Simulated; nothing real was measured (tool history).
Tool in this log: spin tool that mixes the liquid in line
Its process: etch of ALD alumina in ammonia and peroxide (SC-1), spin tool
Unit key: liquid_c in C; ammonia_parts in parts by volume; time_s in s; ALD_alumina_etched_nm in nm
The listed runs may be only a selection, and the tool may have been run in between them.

| run | hour | liquid_c | ammonia_parts | time_s | ALD_alumina_etched_nm |
|---|---|---|---|---|---|
| 1 | 0 | 47 | 0.65 | 295 | 15.707 |
| 2 | 8 | 40.5 | 0.65 | 295 | 10.934 |
| 3 | 13 | 40 | 0.6 | 295 | 10.43 |
| 4 | 21.2 | 39.5 | 0.6 | 295 | 10.119 |
| 5 | 26.7 | 39.5 | 0.6 | 315 | 10.901 |
| 6 | 31.1 | 39 | 0.55 | 315 | 10.522 |
| 7 | 35.1 | 39 | 0.5 | 315 | 10.356 |

What will run 8 give?
| 8 | 43.4 | 39 | 0.45 | 315 | ? |

{"run 8": {"ALD_alumina_etched_nm": 10.208}}
